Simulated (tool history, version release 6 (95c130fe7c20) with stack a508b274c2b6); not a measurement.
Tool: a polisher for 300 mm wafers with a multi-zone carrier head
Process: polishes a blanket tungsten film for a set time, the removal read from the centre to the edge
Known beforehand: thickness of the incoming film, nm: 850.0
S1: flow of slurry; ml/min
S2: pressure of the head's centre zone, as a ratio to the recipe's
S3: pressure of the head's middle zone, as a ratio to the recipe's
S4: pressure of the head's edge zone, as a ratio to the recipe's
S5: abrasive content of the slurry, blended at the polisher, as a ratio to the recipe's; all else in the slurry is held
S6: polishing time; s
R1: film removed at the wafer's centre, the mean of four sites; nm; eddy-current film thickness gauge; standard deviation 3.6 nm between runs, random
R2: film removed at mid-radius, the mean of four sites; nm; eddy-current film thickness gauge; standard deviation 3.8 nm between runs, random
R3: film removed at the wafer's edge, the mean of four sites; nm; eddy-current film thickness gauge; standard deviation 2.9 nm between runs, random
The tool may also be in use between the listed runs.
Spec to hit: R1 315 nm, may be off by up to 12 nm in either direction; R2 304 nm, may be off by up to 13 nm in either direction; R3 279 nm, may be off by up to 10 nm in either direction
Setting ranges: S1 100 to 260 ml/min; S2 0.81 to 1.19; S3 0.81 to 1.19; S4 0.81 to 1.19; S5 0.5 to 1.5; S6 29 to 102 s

{"run": 1, "hour": 0.0, "S1": 165, "S2": 1, "S3": 1, "S4": 1, "S5": 1, "S6": 65, "R1": 188.24, "R2": 191.94, "R3": 193.67}
{"run": 2, "hour": 2.8, "S1": 180, "S2": 1.05, "S3": 1.04, "S4": 1.03, "S5": 1.15, "S6": 68, "R1": 211.04, "R2": 217.24, "R3": 211.81}
{"run": 3, "hour": 5.9, "S1": 180, "S2": 1.05, "S3": 1.04, "S4": 1.03, "S5": 1.15, "S6": 57, "R1": 179.69, "R2": 182.28, "R3": 179.69}
{"run": 4, "hour": 12.1, "S1": 180, "S2": 1.01, "S3": 1.04, "S4": 1.03, "S5": 1.15, "S6": 57, "R1": 171.67, "R2": 177.58, "R3": 182.79}
{"run": 5, "hour": 20.7, "S1": 190, "S2": 1.06, "S3": 1.04, "S4": 1.04, "S5": 1.25, "S6": 64, "R1": 212.07, "R2": 208.21, "R3": 210.35}
{"run": 6, "hour": 28.0, "S1": 190, "S2": 1.06, "S3": 1.04, "S4": 0.99, "S5": 1.25, "S6": 64, "R1": 210.87, "R2": 208.67, "R3": 202.64}
{"run": 7, "hour": 29.1, "S1": 200, "S2": 1.09, "S3": 1.06, "S4": 1.01, "S5": 1.3, "S6": 68, "R1": 229.58, "R2": 227.32, "R3": 219.51}
{"run": 8, "hour": 36.1, "S1": 205, "S2": 1.12, "S3": 1.07, "S4": 1.01, "S5": 1.35, "S6": 72, "R1": 254.79, "R2": 245.43, "R3": 236.72}
{"run": 9, "hour": 40.9, "S1": 215, "S2": 1.14, "S3": 1.09, "S4": 1.01, "S5": 1.4, "S6": 74, "R1": 271.78, "R2": 259.9, "R3": 242.9}
{"run": 10, "hour": 45.9, "S1": 220, "S2": 1.15, "S3": 1.1, "S4": 1.02, "S5": 1.45, "S6": 76, "R1": 283.32, "R2": 272.85, "R3": 258.9}
{"run": 11, "hour": 51.9, "S1": 225, "S2": 1.16, "S3": 1.11, "S4": 1.02, "S5": 1.45, "S6": 77, "R1": 297.95, "R2": 280.94, "R3": 260.47}
{"run": 12, "hour": 56.2, "S1": 225, "S2": 1.16, "S3": 1.11, "S4": 1.02, "S5": 1.45, "S6": 77, "R1": 284.76, "R2": 275.74, "R3": 261.49}
{"run": 13, "hour": 62.8, "S1": 225, "S2": 1.17, "S3": 1.12, "S4": 1.01, "S5": 1.45, "S6": 78, "R1": 292.47, "R2": 283.89, "R3": 260.39}
{"run": 14, "hour": 64.2, "S1": 230, "S2": 1.18, "S3": 1.13, "S4": 1.02, "S5": 1.45, "S6": 79, "R1": 310.51, "R2": 290.57, "R3": 263.08}

5 candidate next runs follow, results not yet known. Just one meets every target within its allowed miss. Identify it.
{"run": "A", "hour": 65.6, "S1": 215, "S2": 1.19, "S3": 1.16, "S4": 1.09, "S5": 1.1, "S6": 86, "R1": "?", "R2": "?", "R3": "?"}
{"run": "B", "hour": 65.6, "S1": 200, "S2": 1.09, "S3": 1.12, "S4": 1.03, "S5": 1.5, "S6": 82, "R1": "?", "R2": "?", "R3": "?"}
{"run": "C", "hour": 65.6, "S1": 245, "S2": 1.08, "S3": 1.06, "S4": 1.06, "S5": 1.15, "S6": 90, "R1": "?", "R2": "?", "R3": "?"}
{"run": "D", "hour": 65.6, "S1": 190, "S2": 1.19, "S3": 1.19, "S4": 0.94, "S5": 1.35, "S6": 81, "R1": "?", "R2": "?", "R3": "?"}
{"run": "E", "hour": 65.6, "S1": 235, "S2": 1.18, "S3": 1.19, "S4": 0.89, "S5": 1.15, "S6": 85, "R1": "?", "R2": "?", "R3": "?"}

move=A R1=313.03 R2=307.33 R3=285.48
move=B R1=287.84 R2=300.12 R3=280.48
move=C R1=304.78 R2=305.25 R3=301.33
move=D R1=301.65 R2=303.35 R3=258.53
move=E R1=313.29 R2=316.79 R3=261.76
A: each result inside its tolerance
B: the worst result of the last run now meets its target, but another is out of spec
C: takes the result that was furthest off past its target
D: misses by more than the last run did
E: misses by more than the last run did
Answer: A
